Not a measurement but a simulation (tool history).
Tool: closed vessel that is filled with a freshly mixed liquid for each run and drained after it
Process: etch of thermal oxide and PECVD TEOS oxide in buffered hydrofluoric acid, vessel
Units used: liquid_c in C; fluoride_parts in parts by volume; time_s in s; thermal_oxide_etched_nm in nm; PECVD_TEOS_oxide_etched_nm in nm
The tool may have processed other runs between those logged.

run	day	liquid_c	fluoride_parts	time_s	thermal_oxide_etched_nm	PECVD_TEOS_oxide_etched_nm
1	0.000	21.0	23.0	60	26.698	48.146
2	0.117	20.5	23.0	60	26.747	46.597
3	0.188	17.0	23.0	60	21.520	38.096
4	0.483	17.5	23.0	60	22.182	39.400
5	0.567	18.0	23.0	60	22.799	40.743
6	0.662	18.0	23.0	70	26.214	47.492

What will run 7 give?
7	0.867	18.0	23.5	70	?	?

thermal_oxide_etched_nm: 26.406 nm
PECVD_TEOS_oxide_etched_nm: 46.876 nm

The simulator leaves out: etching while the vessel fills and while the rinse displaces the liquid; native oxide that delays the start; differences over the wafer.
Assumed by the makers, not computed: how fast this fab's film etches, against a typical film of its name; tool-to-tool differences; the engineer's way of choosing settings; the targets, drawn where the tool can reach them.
